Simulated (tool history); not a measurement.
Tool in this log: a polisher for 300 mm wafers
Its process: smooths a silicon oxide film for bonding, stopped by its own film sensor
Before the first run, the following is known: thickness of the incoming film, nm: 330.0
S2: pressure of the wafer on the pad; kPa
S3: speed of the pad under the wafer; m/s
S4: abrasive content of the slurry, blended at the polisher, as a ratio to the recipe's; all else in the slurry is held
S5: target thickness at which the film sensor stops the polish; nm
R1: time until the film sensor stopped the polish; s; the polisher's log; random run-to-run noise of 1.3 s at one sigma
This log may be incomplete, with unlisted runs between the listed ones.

Run 1, day 0.000: flow of slurry (ml/min) 210, S2 11.0 kPa, S3 1.16 m/s, S4 1.0, S5 290 nm. Result: R1 67.254 s.
Run 2, day 0.212: flow of slurry (ml/min) 210, S2 10.3 kPa, S3 1.16 m/s, S4 1.0, S5 290 nm. Result: R1 69.661 s.
Run 3, day 0.592: flow of slurry (ml/min) 210, S2 9.7 kPa, S3 1.16 m/s, S4 1.0, S5 290 nm. Result: R1 73.143 s.
Run 4, day 0.771: flow of slurry (ml/min) 210, S2 9.0 kPa, S3 1.14 m/s, S4 1.0, S5 290 nm. Result: R1 80.157 s.
Run 5, day 1.071: flow of slurry (ml/min) 185, S2 9.0 kPa, S3 1.14 m/s, S4 1.0, S5 290 nm. Result: R1 82.670 s.
Run 6, day 1.154: flow of slurry (ml/min) 180, S2 9.0 kPa, S3 1.14 m/s, S4 1.0, S5 290 nm. Result: R1 83.644 s.

The next listed run, before its measurement:
Run 7, day 1.304: flow of slurry (ml/min) 175, S2 9.0 kPa, S3 1.14 m/s, S4 1.0, S5 290 nm. Result: R1 ?.

Run 7 measured R1 82.625 s.
